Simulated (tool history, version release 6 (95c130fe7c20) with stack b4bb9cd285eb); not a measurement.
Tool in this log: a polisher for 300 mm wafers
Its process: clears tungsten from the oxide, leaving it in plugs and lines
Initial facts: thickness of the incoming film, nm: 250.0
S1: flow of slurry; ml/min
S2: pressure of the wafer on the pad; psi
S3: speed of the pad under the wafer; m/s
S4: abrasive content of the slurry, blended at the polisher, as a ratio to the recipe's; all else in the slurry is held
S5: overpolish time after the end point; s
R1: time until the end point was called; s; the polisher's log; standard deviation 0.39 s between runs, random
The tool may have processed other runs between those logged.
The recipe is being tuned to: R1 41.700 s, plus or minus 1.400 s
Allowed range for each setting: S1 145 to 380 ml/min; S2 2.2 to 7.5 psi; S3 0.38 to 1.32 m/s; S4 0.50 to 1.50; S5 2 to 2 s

{"run": 1, "day": 0.0, "S1": 245, "S2": 4.8, "S3": 0.84, "S4": 1.0, "S5": 2, "R1": 58.152}
{"run": 2, "day": 0.279, "S1": 245, "S2": 3.6, "S3": 0.84, "S4": 1.0, "S5": 2, "R1": 78.758}
{"run": 3, "day": 0.529, "S1": 245, "S2": 3.6, "S3": 0.84, "S4": 1.0, "S5": 2, "R1": 77.604}
{"run": 4, "day": 0.675, "S1": 245, "S2": 4.3, "S3": 0.84, "S4": 1.0, "S5": 2, "R1": 64.239}
{"run": 5, "day": 1.033, "S1": 245, "S2": 5.4, "S3": 0.84, "S4": 1.0, "S5": 2, "R1": 52.486}
{"run": 6, "day": 1.067, "S1": 245, "S2": 5.7, "S3": 0.84, "S4": 1.0, "S5": 2, "R1": 48.902}
{"run": 7, "day": 1.092, "S1": 245, "S2": 5.7, "S3": 0.84, "S4": 1.0, "S5": 2, "R1": 49.719}
{"run": 8, "day": 1.321, "S1": 245, "S2": 5.9, "S3": 0.84, "S4": 1.0, "S5": 2, "R1": 47.962}
{"run": 9, "day": 1.354, "S1": 245, "S2": 6.1, "S3": 0.84, "S4": 1.0, "S5": 2, "R1": 46.376}

Of the 4 settings listed for the next run, only one would bring every result within its allowed miss of target. Which one?
{"run": "A", "day": 1.388, "S1": 250, "S2": 6.1, "S3": 0.88, "S4": 0.9, "S5": 2, "R1": "?"}
{"run": "B", "day": 1.388, "S1": 240, "S2": 6.6, "S3": 0.82, "S4": 1.0, "S5": 2, "R1": "?"}
{"run": "C", "day": 1.388, "S1": 275, "S2": 7.4, "S3": 0.86, "S4": 0.95, "S5": 2, "R1": "?"}
{"run": "D", "day": 1.388, "S1": 275, "S2": 6.1, "S3": 0.92, "S4": 1.0, "S5": 2, "R1": "?"}

move=A R1=44.522
move=B R1=43.366
move=C R1=36.880
move=D R1=41.270
A: nearer than the last run, and not there yet
B: nearer than the last run, and not there yet
C: the result that was furthest off in the last run now lies on the other side of its target
D: all results in spec
The move that meets every target is D.
